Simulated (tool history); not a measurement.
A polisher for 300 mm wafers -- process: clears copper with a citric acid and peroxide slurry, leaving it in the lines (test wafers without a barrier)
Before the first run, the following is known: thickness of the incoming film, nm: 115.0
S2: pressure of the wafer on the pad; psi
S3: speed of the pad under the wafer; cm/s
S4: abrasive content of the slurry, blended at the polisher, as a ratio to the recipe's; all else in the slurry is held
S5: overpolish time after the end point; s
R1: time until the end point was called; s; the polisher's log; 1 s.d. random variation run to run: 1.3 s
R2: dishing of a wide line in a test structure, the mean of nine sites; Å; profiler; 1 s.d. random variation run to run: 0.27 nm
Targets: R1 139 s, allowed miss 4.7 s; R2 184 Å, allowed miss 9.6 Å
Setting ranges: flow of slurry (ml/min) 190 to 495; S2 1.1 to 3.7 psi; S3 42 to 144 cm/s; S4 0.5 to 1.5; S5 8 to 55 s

Run 1, hour 0: flow of slurry (ml/min) 320, S2 2.4 psi, S3 92 cm/s, S4 1, S5 28 s. Result: R1 87.732 s, R2 345.35 Å.
Run 2, hour 1: flow of slurry (ml/min) 320, S2 2.4 psi, S3 92 cm/s, S4 1.15, S5 28 s. Result: R1 85.305 s, R2 350.01 Å.
Run 3, hour 9.4: flow of slurry (ml/min) 320, S2 2.4 psi, S3 92 cm/s, S4 1.15, S5 23 s. Result: R1 84.564 s, R2 300.38 Å.
Run 4, hour 11.2: flow of slurry (ml/min) 320, S2 2 psi, S3 92 cm/s, S4 1.15, S5 23 s. Result: R1 100.65 s, R2 246.47 Å.
Run 5, hour 14.2: flow of slurry (ml/min) 320, S2 1.8 psi, S3 92 cm/s, S4 1.15, S5 23 s. Result: R1 109.29 s, R2 227.73 Å.
Run 6, hour 15.6: flow of slurry (ml/min) 320, S2 1.6 psi, S3 92 cm/s, S4 1.15, S5 23 s. Result: R1 121.65 s, R2 200.78 Å.
Run 7, hour 19.9: flow of slurry (ml/min) 320, S2 1.5 psi, S3 92 cm/s, S4 1.15, S5 24 s. Result: R1 128.71 s, R2 203.55 Å.
Run 8, hour 23.2: flow of slurry (ml/min) 320, S2 1.3 psi, S3 92 cm/s, S4 1.15, S5 22 s. Result: R1 147.45 s, R2 165.17 Å.

5 next moves are on the table. One of them brings every result within its allowed miss. Which?
Run A, hour 26.5: flow of slurry (ml/min) 310, S2 1.5 psi, S3 88 cm/s, S4 1.1, S5 28 s. Result: R1 ?, R2 ?.
Run B, hour 26.5: flow of slurry (ml/min) 335, S2 1.3 psi, S3 104 cm/s, S4 1.15, S5 25 s. Result: R1 ?, R2 ?.
Run C, hour 26.5: flow of slurry (ml/min) 320, S2 1.5 psi, S3 96 cm/s, S4 0.85, S5 23 s. Result: R1 ?, R2 ?.
Run D, hour 26.5: flow of slurry (ml/min) 395, S2 1.4 psi, S3 100 cm/s, S4 1.15, S5 21 s. Result: R1 ?, R2 ?.
Run E, hour 26.5: flow of slurry (ml/min) 345, S2 1.3 psi, S3 96 cm/s, S4 1.15, S5 27 s. Result: R1 ?, R2 ?.

move      R1      R2
   A  136.37  220.85
   B  129.76  207.28
   C  135.72   185.1
   D  124.53  183.87
   E  139.67  207.98
A: carries the result that was furthest off beyond its target, to the other side
B: carries the result that was furthest off beyond its target, to the other side
C: in spec on every target
D: the furthest-off result lands on target, but another misses its tolerance
E: carries the result that was furthest off beyond its target, to the other side
So the answer is move C, the one that meets all the targets.
